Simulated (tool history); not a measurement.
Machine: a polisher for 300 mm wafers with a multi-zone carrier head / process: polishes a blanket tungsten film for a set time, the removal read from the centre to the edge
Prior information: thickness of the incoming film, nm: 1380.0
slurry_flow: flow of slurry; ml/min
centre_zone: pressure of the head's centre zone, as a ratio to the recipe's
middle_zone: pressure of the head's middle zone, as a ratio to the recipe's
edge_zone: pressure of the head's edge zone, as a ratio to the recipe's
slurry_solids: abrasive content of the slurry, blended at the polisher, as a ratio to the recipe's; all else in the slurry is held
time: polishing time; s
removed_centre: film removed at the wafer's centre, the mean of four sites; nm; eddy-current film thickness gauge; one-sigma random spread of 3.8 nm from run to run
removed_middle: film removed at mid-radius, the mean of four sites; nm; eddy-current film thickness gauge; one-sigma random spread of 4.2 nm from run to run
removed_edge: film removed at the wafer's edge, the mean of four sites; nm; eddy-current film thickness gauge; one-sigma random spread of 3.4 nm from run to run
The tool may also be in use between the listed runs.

run,day,slurry_flow,centre_zone,middle_zone,edge_zone,slurry_solids,time,removed_centre,removed_middle,removed_edge
1,0.000,120,1.00,1.00,1.00,1.00,45,308.78,309.70,313.18
2,0.025,130,1.00,1.04,1.04,1.15,46,327.47,350.63,339.61
3,0.196,140,1.01,1.06,1.07,1.25,47,360.44,377.69,369.93
4,0.308,150,1.00,1.09,1.09,1.30,47,372.83,397.82,372.58
5,0.421,150,1.00,1.09,1.09,1.20,47,361.37,384.65,367.07
6,0.575,150,1.00,1.09,1.09,1.20,40,303.00,329.17,310.36
7,0.733,150,0.99,1.11,1.11,1.30,42,328.53,360.29,345.28
8,1.029,155,0.98,1.13,1.11,1.35,43,334.04,379.65,347.02
9,1.133,155,0.98,1.14,1.12,1.40,45,356.44,404.38,369.49
10,1.342,155,0.97,1.15,1.13,1.45,46,353.67,416.56,386.62
11,1.692,160,0.97,1.16,1.14,1.45,47,369.98,434.87,394.70
12,2.058,165,0.97,1.16,1.15,1.45,47,369.72,435.18,401.39

Estimate the outcome of run 13 from the log above:
13,2.104,170,0.97,1.17,1.15,1.45,47,?,?,?

{"run 13": {"removed_centre": 377.13, "removed_middle": 437.17, "removed_edge": 401.76}}
